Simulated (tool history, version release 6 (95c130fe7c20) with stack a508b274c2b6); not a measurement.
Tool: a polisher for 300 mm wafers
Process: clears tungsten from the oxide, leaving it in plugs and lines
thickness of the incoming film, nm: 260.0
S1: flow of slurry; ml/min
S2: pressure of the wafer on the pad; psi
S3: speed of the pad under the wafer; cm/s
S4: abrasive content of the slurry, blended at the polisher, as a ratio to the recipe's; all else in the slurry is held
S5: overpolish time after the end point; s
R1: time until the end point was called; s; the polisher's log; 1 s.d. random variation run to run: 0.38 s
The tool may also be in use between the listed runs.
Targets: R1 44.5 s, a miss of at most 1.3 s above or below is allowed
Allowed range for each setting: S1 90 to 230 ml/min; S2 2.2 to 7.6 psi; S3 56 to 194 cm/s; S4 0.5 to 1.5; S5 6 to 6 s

Run 1, hour 0: S1 150 ml/min, S2 4.9 psi, S3 124 cm/s, S4 1, S5 6 s. Result: R1 33.3 s.
Run 2, hour 4.3: S1 145 ml/min, S2 4.6 psi, S3 124 cm/s, S4 1, S5 6 s. Result: R1 35.462 s.
Run 3, hour 10.6: S1 145 ml/min, S2 4.1 psi, S3 124 cm/s, S4 1, S5 6 s. Result: R1 38.376 s.
Run 4, hour 15.4: S1 145 ml/min, S2 4.1 psi, S3 124 cm/s, S4 0.95, S5 6 s. Result: R1 38.469 s.
Run 5, hour 21.4: S1 145 ml/min, S2 4.1 psi, S3 100 cm/s, S4 0.95, S5 6 s. Result: R1 47.659 s.
Run 6, hour 26.5: S1 145 ml/min, S2 4.1 psi, S3 122 cm/s, S4 0.95, S5 6 s. Result: R1 39.985 s.
Run 7, hour 30.8: S1 140 ml/min, S2 4 psi, S3 122 cm/s, S4 0.95, S5 6 s. Result: R1 40.047 s.
Run 8, hour 36.2: S1 140 ml/min, S2 3.8 psi, S3 122 cm/s, S4 0.95, S5 6 s. Result: R1 41.654 s.
Run 9, hour 42.5: S1 140 ml/min, S2 3.7 psi, S3 122 cm/s, S4 0.95, S5 6 s. Result: R1 42.885 s.

Of the 4 settings listed for the next run, only one would bring every result within its allowed miss of target. Which one?
Run A, hour 48.8: S1 135 ml/min, S2 4 psi, S3 124 cm/s, S4 0.85, S5 6 s. Result: R1 ?.
Run B, hour 48.8: S1 95 ml/min, S2 3.5 psi, S3 150 cm/s, S4 0.9, S5 6 s. Result: R1 ?.
Run C, hour 48.8: S1 130 ml/min, S2 4.8 psi, S3 116 cm/s, S4 0.8, S5 6 s. Result: R1 ?.
Run D, hour 48.8: S1 125 ml/min, S2 4 psi, S3 132 cm/s, S4 0.55, S5 6 s. Result: R1 ?.

move      R1
   A  41.576
   B  40.336
   C  39.858
   D  45.115
A: the biggest miss grows against the last run
B: the biggest miss grows against the last run
C: the biggest miss grows against the last run
D: every result within its allowed miss
Move D is the one to make.
